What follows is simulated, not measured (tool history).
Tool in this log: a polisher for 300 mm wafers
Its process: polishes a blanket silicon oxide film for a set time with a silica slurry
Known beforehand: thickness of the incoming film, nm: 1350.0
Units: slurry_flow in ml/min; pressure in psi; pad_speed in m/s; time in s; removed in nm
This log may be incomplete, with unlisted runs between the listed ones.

run	hour	slurry_flow	pressure	pad_speed	slurry_solids	time	removed
1	0.0	200	2.9	1.04	1.0	34	69.155
2	7.4	200	2.9	0.80	1.0	34	55.139
3	14.0	200	3.2	0.82	1.0	34	63.254
4	15.3	200	3.5	0.82	1.0	34	68.172
5	20.8	200	3.7	0.84	1.0	34	74.326
6	26.3	200	4.4	0.84	1.0	34	87.242
7	33.2	200	4.4	0.88	1.0	34	91.528
8	40.7	200	4.4	0.90	1.0	34	93.005
9	48.8	200	4.4	0.92	1.0	34	94.718

Run 10 comes next. What will it give?
10	49.5	200	4.4	0.94	1.0	34	?

removed: 98.258 nm

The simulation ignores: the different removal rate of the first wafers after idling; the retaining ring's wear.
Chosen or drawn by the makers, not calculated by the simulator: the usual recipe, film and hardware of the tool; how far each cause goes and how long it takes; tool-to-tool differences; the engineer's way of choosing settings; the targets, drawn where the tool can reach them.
